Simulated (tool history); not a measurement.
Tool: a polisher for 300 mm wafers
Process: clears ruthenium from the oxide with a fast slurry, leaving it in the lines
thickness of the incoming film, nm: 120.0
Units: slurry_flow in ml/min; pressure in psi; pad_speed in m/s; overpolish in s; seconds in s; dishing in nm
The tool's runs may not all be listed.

Run 1, hour 0.0: slurry_flow 210 ml/min, pressure 2.5 psi, pad_speed 1.20 m/s, slurry_solids 1.00, overpolish 9 s. Result: seconds 26.205 s, dishing 37.346 nm.
Run 2, hour 5.0: slurry_flow 210 ml/min, pressure 2.5 psi, pad_speed 1.46 m/s, slurry_solids 1.00, overpolish 9 s. Result: seconds 21.785 s, dishing 43.579 nm.
Run 3, hour 7.7: slurry_flow 210 ml/min, pressure 2.5 psi, pad_speed 1.68 m/s, slurry_solids 1.00, overpolish 9 s. Result: seconds 18.753 s, dishing 49.482 nm.
Run 4, hour 13.9: slurry_flow 210 ml/min, pressure 2.5 psi, pad_speed 1.88 m/s, slurry_solids 1.00, overpolish 9 s. Result: seconds 17.301 s, dishing 51.624 nm.
Run 5, hour 15.2: slurry_flow 210 ml/min, pressure 2.8 psi, pad_speed 1.88 m/s, slurry_solids 1.00, overpolish 9 s. Result: seconds 15.715 s, dishing 57.070 nm.
Run 6, hour 17.7: slurry_flow 210 ml/min, pressure 2.8 psi, pad_speed 1.88 m/s, slurry_solids 1.00, overpolish 9 s. Result: seconds 15.455 s, dishing 57.829 nm.
Run 7, hour 19.0: slurry_flow 240 ml/min, pressure 2.1 psi, pad_speed 1.62 m/s, slurry_solids 1.00, overpolish 5 s. Result: seconds 21.221 s, dishing 25.447 nm.
Run 8, hour 26.9: slurry_flow 255 ml/min, pressure 1.9 psi, pad_speed 1.62 m/s, slurry_solids 0.95, overpolish 5 s. Result: seconds 23.465 s, dishing 24.077 nm.
Run 9, hour 34.6: slurry_flow 235 ml/min, pressure 1.8 psi, pad_speed 1.56 m/s, slurry_solids 1.05, overpolish 5 s. Result: seconds 23.690 s, dishing 23.053 nm.
Run 10, hour 39.6: slurry_flow 225 ml/min, pressure 1.7 psi, pad_speed 1.48 m/s, slurry_solids 1.10, overpolish 5 s. Result: seconds 25.943 s, dishing 21.241 nm.
Run 11, hour 42.8: slurry_flow 205 ml/min, pressure 1.1 psi, pad_speed 1.48 m/s, slurry_solids 1.10, overpolish 3 s. Result: seconds 32.413 s, dishing 10.687 nm.

Run 12 comes next. What will it give?
Run 12, hour 47.0: slurry_flow 205 ml/min, pressure 1.1 psi, pad_speed 1.50 m/s, slurry_solids 1.10, overpolish 3 s. Result: seconds ?, dishing ?.

{"run 12": {"seconds": 32.086, "dishing": 10.769}}
